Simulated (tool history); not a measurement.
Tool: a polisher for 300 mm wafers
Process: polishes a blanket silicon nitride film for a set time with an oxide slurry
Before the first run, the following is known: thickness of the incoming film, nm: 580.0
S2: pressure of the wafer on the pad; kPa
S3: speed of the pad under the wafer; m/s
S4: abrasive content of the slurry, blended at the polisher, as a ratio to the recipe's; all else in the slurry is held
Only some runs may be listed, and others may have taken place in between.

run 1 day=0.000 | flow_of_slurry_(ml/min)=265 S2=29.0 S3=1.40 S4=1.0 polishing_time_(s)=30 | film_removed_(angstrom)=322.37
run 2 day=0.254 | flow_of_slurry_(ml/min)=265 S2=29.0 S3=1.54 S4=1.0 polishing_time_(s)=30 | film_removed_(angstrom)=347.08
run 3 day=0.354 | flow_of_slurry_(ml/min)=265 S2=26.9 S3=1.44 S4=1.0 polishing_time_(s)=30 | film_removed_(angstrom)=310.61
run 4 day=0.542 | flow_of_slurry_(ml/min)=265 S2=33.1 S3=1.44 S4=1.0 polishing_time_(s)=30 | film_removed_(angstrom)=377.82
run 5 day=0.650 | flow_of_slurry_(ml/min)=265 S2=29.6 S3=1.44 S4=1.0 polishing_time_(s)=30 | film_removed_(angstrom)=342.08
run 6 day=1.008 | flow_of_slurry_(ml/min)=305 S2=29.6 S3=1.44 S4=1.0 polishing_time_(s)=30 | film_removed_(angstrom)=343.45

Estimate the outcome of run 7 from the log above:
run 7 day=1.242 | flow_of_slurry_(ml/min)=305 S2=27.6 S3=1.34 S4=1.0 polishing_time_(s)=30 | film_removed_(angstrom)=?

{"run 7": {"film removed (angstrom)": 306.85}}
